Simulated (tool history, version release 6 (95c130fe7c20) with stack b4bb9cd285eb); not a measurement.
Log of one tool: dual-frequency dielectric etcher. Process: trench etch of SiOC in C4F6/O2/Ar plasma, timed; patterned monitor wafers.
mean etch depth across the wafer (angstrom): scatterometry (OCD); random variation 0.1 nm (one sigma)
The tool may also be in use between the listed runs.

run,day,source power (W),bias power (W),etch time (s),mean etch depth across the wafer (angstrom)
1,0.000,450,201,14.5,305.85
2,0.292,450,201,14.5,304.46
3,0.504,450,201,13.0,275.01
4,0.746,490,201,13.0,284.77
5,0.925,490,201,13.0,286.64
6,1.217,530,220,13.0,304.40
7,1.588,560,233,13.0,319.65

Forecast run 8:
8,1.950,580,241,13.0,?

mean etch depth across the wafer (angstrom): 326.13
